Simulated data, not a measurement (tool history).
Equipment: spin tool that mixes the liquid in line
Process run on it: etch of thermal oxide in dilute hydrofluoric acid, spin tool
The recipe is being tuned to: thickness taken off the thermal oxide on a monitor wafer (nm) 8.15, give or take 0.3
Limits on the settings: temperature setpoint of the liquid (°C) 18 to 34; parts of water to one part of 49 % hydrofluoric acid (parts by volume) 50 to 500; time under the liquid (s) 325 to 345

run	hour	temperature setpoint of the liquid (°C)	parts of water to one part of 49 % hydrofluoric acid (parts by volume)	time under the liquid (s)	thickness taken off the thermal oxide on a monitor wafer (nm)
1	0	26	275	325	4.2302
2	6.4	23	275	325	3.7392
3	11.6	23	235	325	4.6697
4	18	25	225	325	5.2493
5	23.8	25	225	345	5.5139
6	25.4	25	225	325	5.2713
# hour 26.7: hydrofluoric acid flow meter replaced
7	26.7	26.5	220	325	6.471
8	30.1	26.5	220	325	6.4278

5 next moves are on the table. One of them brings every result within its allowed miss. Which?
A	33.5	29	185	345	?
B	33.5	22.5	250	340	?
C	33.5	27	310	345	?
D	33.5	27	195	345	?
E	33.5	25.5	265	325	?

move	thickness taken off the thermal oxide on a monitor wafer (nm)
A	9.3221
B	5.0139
C	4.5179
D	8.1387
E	4.9557
A: moves the result that the last run missed by most past its target, out the other side
B: its largest miss is bigger than the last run's
C: its largest miss is bigger than the last run's
D: meets every target
E: its largest miss is bigger than the last run's
Answer: D
